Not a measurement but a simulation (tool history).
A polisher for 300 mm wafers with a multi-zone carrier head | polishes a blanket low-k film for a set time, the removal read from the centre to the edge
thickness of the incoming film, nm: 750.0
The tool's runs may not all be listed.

run	hour	flow of slurry (ml/min)	pressure of the head's centre zone	pressure of the head's middle zone	pressure of the head's edge zone	abrasive content of the slurry	polishing time (s)	film removed at the wafer's centre (Å)	film removed at mid-radius (Å)	film removed at the wafer's edge (Å)
1	0	270	1	1	1	1	36	106.99	105.08	102.86
2	8.9	270	1	1	1	0.95	36	103.48	104.39	101.24
3	12.7	270	1	0.95	1	0.95	36	104.22	100.51	100.44
4	16.2	270	1	0.95	1	0.95	45	131.2	124.07	126.49
5	23.4	255	1.03	0.91	1.03	0.85	40	113.65	101.02	109.05
6	28.5	245	1.04	0.88	1.03	0.75	36	95.868	84.576	93.238
7	34.1	235	1.06	0.86	1.03	0.7	34	93.682	75.194	85.68
8	38.1	225	1.05	0.85	1.02	0.65	33	84.568	70.599	79.453
9	39.1	215	1.05	0.84	1.02	0.6	32	81.894	65.526	75.839
10	41.5	205	1.04	0.83	1.01	0.55	31	76.024	60.706	69.662

The next listed run, before its measurement:
11	44.9	195	1.03	0.82	1.01	0.55	31	?	?	?

{"run 11": {"film removed at the wafer's centre (Å)": 72.08, "film removed at mid-radius (Å)": 60.325, "film removed at the wafer's edge (Å)": 69.694}}

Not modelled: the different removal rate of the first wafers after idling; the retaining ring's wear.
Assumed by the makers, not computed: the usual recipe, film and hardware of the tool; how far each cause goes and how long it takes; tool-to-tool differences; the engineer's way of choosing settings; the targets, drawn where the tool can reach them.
